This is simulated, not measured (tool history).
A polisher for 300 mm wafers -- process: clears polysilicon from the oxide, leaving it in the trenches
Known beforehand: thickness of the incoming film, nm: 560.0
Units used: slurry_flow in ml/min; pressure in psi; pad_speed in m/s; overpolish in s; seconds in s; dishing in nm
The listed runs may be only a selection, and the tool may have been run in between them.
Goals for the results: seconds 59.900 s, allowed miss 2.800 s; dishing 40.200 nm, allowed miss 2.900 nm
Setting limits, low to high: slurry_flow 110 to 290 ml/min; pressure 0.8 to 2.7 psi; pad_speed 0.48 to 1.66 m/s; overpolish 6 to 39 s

{"run": 1, "hour": 0.0, "slurry_flow": 185, "pressure": 1.7, "pad_speed": 1.06, "overpolish": 20, "seconds": 75.195, "dishing": 38.861}
{"run": 2, "hour": 5.3, "slurry_flow": 140, "pressure": 1.7, "pad_speed": 1.06, "overpolish": 20, "seconds": 77.956, "dishing": 39.438}
{"run": 3, "hour": 12.0, "slurry_flow": 140, "pressure": 1.7, "pad_speed": 1.06, "overpolish": 17, "seconds": 77.853, "dishing": 37.273}
{"run": 4, "hour": 17.8, "slurry_flow": 140, "pressure": 1.8, "pad_speed": 1.06, "overpolish": 18, "seconds": 72.187, "dishing": 39.896}
{"run": 5, "hour": 23.8, "slurry_flow": 140, "pressure": 1.9, "pad_speed": 1.06, "overpolish": 16, "seconds": 73.887, "dishing": 39.128}
{"run": 6, "hour": 26.7, "slurry_flow": 140, "pressure": 1.9, "pad_speed": 1.06, "overpolish": 10, "seconds": 71.873, "dishing": 35.187}
{"run": 7, "hour": 32.7, "slurry_flow": 140, "pressure": 2.0, "pad_speed": 1.06, "overpolish": 11, "seconds": 68.072, "dishing": 35.724}
{"run": 8, "hour": 40.9, "slurry_flow": 140, "pressure": 2.1, "pad_speed": 1.06, "overpolish": 13, "seconds": 65.548, "dishing": 38.143}
{"run": 9, "hour": 44.5, "slurry_flow": 140, "pressure": 2.2, "pad_speed": 1.06, "overpolish": 13, "seconds": 62.722, "dishing": 38.782}

Pick the move, out of 5, that brings all results within their allowed miss; only one does.
{"run": "A", "hour": 48.1, "slurry_flow": 145, "pressure": 1.8, "pad_speed": 1.14, "overpolish": 10, "seconds": "?", "dishing": "?"}
{"run": "B", "hour": 48.1, "slurry_flow": 135, "pressure": 2.1, "pad_speed": 1.08, "overpolish": 10, "seconds": "?", "dishing": "?"}
{"run": "C", "hour": 48.1, "slurry_flow": 180, "pressure": 1.9, "pad_speed": 1.22, "overpolish": 19, "seconds": "?", "dishing": "?"}
{"run": "D", "hour": 48.1, "slurry_flow": 135, "pressure": 1.8, "pad_speed": 1.08, "overpolish": 18, "seconds": "?", "dishing": "?"}
{"run": "E", "hour": 48.1, "slurry_flow": 155, "pressure": 2.3, "pad_speed": 0.92, "overpolish": 21, "seconds": "?", "dishing": "?"}

move=A seconds=69.036 dishing=36.713
move=B seconds=65.315 dishing=37.272
move=C seconds=60.186 dishing=41.186
move=D seconds=73.484 dishing=40.470
move=E seconds=68.837 dishing=41.120
A: its largest miss is bigger than the last run's
B: its largest miss is bigger than the last run's
C: all results in spec
D: its largest miss is bigger than the last run's
E: its largest miss is bigger than the last run's
Go with C: it meets all targets.
